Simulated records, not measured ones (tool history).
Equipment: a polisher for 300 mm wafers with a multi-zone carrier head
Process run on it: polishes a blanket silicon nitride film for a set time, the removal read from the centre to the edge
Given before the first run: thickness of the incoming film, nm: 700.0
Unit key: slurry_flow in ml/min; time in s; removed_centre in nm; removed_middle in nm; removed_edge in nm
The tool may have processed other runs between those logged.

Run 1, hour 0: slurry_flow 135 ml/min, centre_zone 1, middle_zone 1, edge_zone 1, time 63 s. Result: removed_centre 131.21 nm, removed_middle 129.56 nm, removed_edge 131.85 nm.
Run 2, hour 6.5: slurry_flow 140 ml/min, centre_zone 0.99, middle_zone 1, edge_zone 1.02, time 63 s. Result: removed_centre 131.14 nm, removed_middle 133.86 nm, removed_edge 133.51 nm.
Run 3, hour 13.7: slurry_flow 140 ml/min, centre_zone 0.99, middle_zone 1, edge_zone 1.02, time 56 s. Result: removed_centre 114.4 nm, removed_middle 118.05 nm, removed_edge 118.27 nm.
Run 4, hour 14.3: slurry_flow 140 ml/min, centre_zone 0.99, middle_zone 1, edge_zone 0.99, time 56 s. Result: removed_centre 114.51 nm, removed_middle 116.6 nm, removed_edge 119.07 nm.
Run 5, hour 19.8: slurry_flow 145 ml/min, centre_zone 0.98, middle_zone 0.99, edge_zone 0.99, time 58 s. Result: removed_centre 119.39 nm, removed_middle 121.63 nm, removed_edge 123.24 nm.
Run 6, hour 22.5: slurry_flow 145 ml/min, centre_zone 0.98, middle_zone 0.92, edge_zone 0.99, time 58 s. Result: removed_centre 119.22 nm, removed_middle 112.11 nm, removed_edge 120.52 nm.
Run 7, hour 31.4: slurry_flow 145 ml/min, centre_zone 0.97, middle_zone 0.92, edge_zone 1.01, time 60 s. Result: removed_centre 120.55 nm, removed_middle 117.48 nm, removed_edge 127.05 nm.
Run 8, hour 39.3: slurry_flow 150 ml/min, centre_zone 0.97, middle_zone 0.92, edge_zone 1.03, time 61 s. Result: removed_centre 122.86 nm, removed_middle 120.83 nm, removed_edge 132.18 nm.
Run 9, hour 47.4: slurry_flow 155 ml/min, centre_zone 0.98, middle_zone 0.93, edge_zone 1.05, time 61 s. Result: removed_centre 126.61 nm, removed_middle 121.61 nm, removed_edge 130.82 nm.

Expected results for the next run?
Run 10, hour 51.7: slurry_flow 155 ml/min, centre_zone 0.97, middle_zone 0.93, edge_zone 1.06, time 62 s. Result: removed_centre ?, removed_middle ?, removed_edge ?.

{"run 10": {"removed_centre": 126.29, "removed_middle": 124.4, "removed_edge": 133.67}}
